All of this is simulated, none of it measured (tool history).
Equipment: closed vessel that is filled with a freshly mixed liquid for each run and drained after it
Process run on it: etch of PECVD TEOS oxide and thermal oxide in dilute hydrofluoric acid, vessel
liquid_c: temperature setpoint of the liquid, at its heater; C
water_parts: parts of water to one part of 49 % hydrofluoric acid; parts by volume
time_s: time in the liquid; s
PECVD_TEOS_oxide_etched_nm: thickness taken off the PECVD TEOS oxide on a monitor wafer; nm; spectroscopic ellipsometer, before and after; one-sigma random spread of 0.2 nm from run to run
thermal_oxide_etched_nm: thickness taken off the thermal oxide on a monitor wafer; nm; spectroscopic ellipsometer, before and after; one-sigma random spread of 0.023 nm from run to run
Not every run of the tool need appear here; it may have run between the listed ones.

| run | hour | liquid_c | water_parts | time_s | PECVD_TEOS_oxide_etched_nm | thermal_oxide_etched_nm |
|---|---|---|---|---|---|---|
| 1 | 0 | 23 | 170 | 205 | 24.308 | 5.1254 |
| 2 | 8.2 | 23 | 220 | 205 | 17.781 | 3.7833 |
| 3 | 16.5 | 25 | 220 | 205 | 18.896 | 4.0407 |
| 4 | 18.6 | 21.5 | 220 | 205 | 17.157 | 3.5821 |
| 5 | 22.2 | 21.5 | 255 | 205 | 13.993 | 2.9704 |
| 6 | 28.9 | 23 | 250 | 205 | 15.443 | 3.1789 |

Forecast run 7:
| 7 | 32.8 | 24.5 | 245 | 205 | ? | ? |

PECVD_TEOS_oxide_etched_nm: 16.269 nm
thermal_oxide_etched_nm: 3.5177 nm
